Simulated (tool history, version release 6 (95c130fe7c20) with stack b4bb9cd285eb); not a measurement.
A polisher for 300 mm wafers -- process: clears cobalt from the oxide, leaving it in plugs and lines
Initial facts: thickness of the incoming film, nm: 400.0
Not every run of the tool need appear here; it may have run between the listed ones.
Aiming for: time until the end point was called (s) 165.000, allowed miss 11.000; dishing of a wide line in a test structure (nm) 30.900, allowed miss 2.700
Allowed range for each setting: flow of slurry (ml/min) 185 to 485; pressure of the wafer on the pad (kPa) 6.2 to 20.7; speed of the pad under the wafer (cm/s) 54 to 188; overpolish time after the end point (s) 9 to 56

run,hour,flow of slurry (ml/min),pressure of the wafer on the pad (kPa),speed of the pad under the wafer (cm/s),overpolish time after the end point (s),time until the end point was called (s),dishing of a wide line in a test structure (nm)
1,0.0,310,13.1,120,29,78.640,36.885
2,3.5,305,11.0,112,23,97.987,35.269
3,5.2,305,11.0,122,23,87.657,33.260
4,9.3,305,11.0,138,23,77.677,35.364
5,13.3,300,9.7,124,22,96.091,33.331
6,15.9,300,9.7,108,22,106.400,33.037
7,23.5,290,6.2,78,11,204.400,17.090
8,26.5,290,6.9,78,19,183.280,25.955
9,31.1,290,6.9,78,20,189.840,25.419
10,39.0,290,7.6,78,21,178.340,27.056
11,47.5,290,7.6,78,22,179.830,26.715
12,52.2,290,7.6,78,23,179.940,27.506
13,57.6,290,7.6,78,24,176.890,28.968

Consider the 4 candidate settings below. Which is the only one whose results all fall within their allowed miss of target?
A,63.0,255,7.6,100,24,?,?
B,63.0,300,9.7,86,45,?,?
C,63.0,200,9.0,80,29,?,?
D,63.0,270,7.6,72,19,?,?

move,time until the end point was called (s),dishing of a wide line in a test structure (nm)
A,140.960,31.465
B,134.800,36.108
C,160.550,32.124
D,191.820,24.833
A: takes the result that was furthest off past its target
B: takes the result that was furthest off past its target
C: all results land within tolerance of their targets
D: lands further from the targets than the last run did
Correct choice: C, which meets every target

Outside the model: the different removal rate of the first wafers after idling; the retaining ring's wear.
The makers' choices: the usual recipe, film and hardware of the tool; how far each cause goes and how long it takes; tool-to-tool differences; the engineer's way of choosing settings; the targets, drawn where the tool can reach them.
